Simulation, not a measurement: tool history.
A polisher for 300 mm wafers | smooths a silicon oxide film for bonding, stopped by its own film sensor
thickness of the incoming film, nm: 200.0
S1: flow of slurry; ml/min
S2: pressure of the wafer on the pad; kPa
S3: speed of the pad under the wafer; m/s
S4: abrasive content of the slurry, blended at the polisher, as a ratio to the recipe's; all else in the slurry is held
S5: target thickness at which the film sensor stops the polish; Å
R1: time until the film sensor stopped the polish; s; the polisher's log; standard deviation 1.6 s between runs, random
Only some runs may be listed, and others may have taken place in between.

run  hour   S1    S2    S3   S4    S5       R1
  1   0.0  320  15.9  1.04  1.0  1370   98.895
  2   5.1  320  13.1  1.04  1.0  1370  117.250
  3  12.3  320  11.0  1.02  1.0  1370  141.020
  4  16.8  320  10.3  1.02  1.0  1370  149.720
  5  17.5  320   9.7  1.02  1.0  1370  164.350
  6  23.2  320  12.4  1.02  1.0  1370  127.660

Expected results for the next run?
  7  27.3  320  11.0  1.02  1.0  1370   ?

{"run 7": {"R1": 142.38}}

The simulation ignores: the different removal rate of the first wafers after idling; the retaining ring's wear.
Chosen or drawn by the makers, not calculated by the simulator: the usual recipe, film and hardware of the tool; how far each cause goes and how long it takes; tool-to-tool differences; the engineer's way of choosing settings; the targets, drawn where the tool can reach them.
